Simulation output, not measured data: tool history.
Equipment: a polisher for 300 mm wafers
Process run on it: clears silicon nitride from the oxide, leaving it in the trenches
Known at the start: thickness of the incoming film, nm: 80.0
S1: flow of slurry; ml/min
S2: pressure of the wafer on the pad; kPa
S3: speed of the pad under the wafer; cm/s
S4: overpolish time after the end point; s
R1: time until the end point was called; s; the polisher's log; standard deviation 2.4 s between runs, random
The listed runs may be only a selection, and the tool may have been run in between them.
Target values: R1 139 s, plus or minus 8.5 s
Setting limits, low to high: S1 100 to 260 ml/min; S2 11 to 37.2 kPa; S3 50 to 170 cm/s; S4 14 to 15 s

{"run": 1, "hour": 0.0, "S1": 165, "S2": 24.1, "S3": 110, "S4": 14, "R1": 69.959}
{"run": 2, "hour": 2.8, "S1": 165, "S2": 24.1, "S3": 110, "S4": 15, "R1": 70.488}
{"run": 3, "hour": 8.6, "S1": 165, "S2": 24.1, "S3": 110, "S4": 15, "R1": 69.122}
{"run": 4, "hour": 13.1, "S1": 165, "S2": 20, "S3": 104, "S4": 15, "R1": 90.381}
{"run": 5, "hour": 18.0, "S1": 165, "S2": 17.2, "S3": 102, "S4": 15, "R1": 104.75}
{"run": 6, "hour": 19.2, "S1": 125, "S2": 17.2, "S3": 102, "S4": 15, "R1": 109.25}
{"run": 7, "hour": 20.3, "S1": 125, "S2": 15.9, "S3": 102, "S4": 15, "R1": 116.38}
{"run": 8, "hour": 24.9, "S1": 125, "S2": 14.5, "S3": 102, "S4": 15, "R1": 127.52}

Exactly one of the 4 candidate moves below puts every result within its allowed miss. Which one?
{"run": "A", "hour": 29.5, "S1": 160, "S2": 15.2, "S3": 114, "S4": 14, "R1": "?"}
{"run": "B", "hour": 29.5, "S1": 110, "S2": 14.5, "S3": 110, "S4": 14, "R1": "?"}
{"run": "C", "hour": 29.5, "S1": 150, "S2": 13.1, "S3": 100, "S4": 15, "R1": "?"}
{"run": "D", "hour": 29.5, "S1": 125, "S2": 15.2, "S3": 102, "S4": 15, "R1": "?"}

move=A R1=107.65
move=B R1=126.75
move=C R1=142.19
move=D R1=126.23
A: moves away from the targets compared with the last run
B: moves away from the targets compared with the last run
C: all results land within tolerance of their targets
D: moves away from the targets compared with the last run
C meets every target.
